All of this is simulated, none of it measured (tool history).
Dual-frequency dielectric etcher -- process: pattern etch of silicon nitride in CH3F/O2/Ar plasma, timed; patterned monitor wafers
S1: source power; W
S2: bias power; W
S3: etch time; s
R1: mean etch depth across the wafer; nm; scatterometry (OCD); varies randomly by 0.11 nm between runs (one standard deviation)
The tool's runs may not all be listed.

{"run": 1, "hour": 0.0, "S1": 510, "S2": 72, "S3": 27.5, "R1": 22.155}
{"run": 2, "hour": 8.5, "S1": 480, "S2": 68, "S3": 27, "R1": 20.585}
{"run": 3, "hour": 11.8, "S1": 450, "S2": 67, "S3": 27, "R1": 19.761}
{"run": 4, "hour": 16.5, "S1": 520, "S2": 67, "S3": 27, "R1": 21.659}
{"run": 5, "hour": 20.6, "S1": 430, "S2": 67, "S3": 27, "R1": 19.194}
{"run": 6, "hour": 21.4, "S1": 490, "S2": 67, "S3": 27, "R1": 20.793}
{"run": 7, "hour": 28.8, "S1": 460, "S2": 66, "S3": 27, "R1": 19.903}
{"run": 8, "hour": 32.5, "S1": 440, "S2": 66, "S3": 27, "R1": 19.34}
{"run": 9, "hour": 33.6, "S1": 340, "S2": 62, "S3": 27, "R1": 15.792}

Run 10 has not been measured yet. What should we expect?
{"run": 10, "hour": 40.8, "S1": 350, "S2": 62, "S3": 27, "R1": "?"}

{"run 10": {"R1": 16.01}}
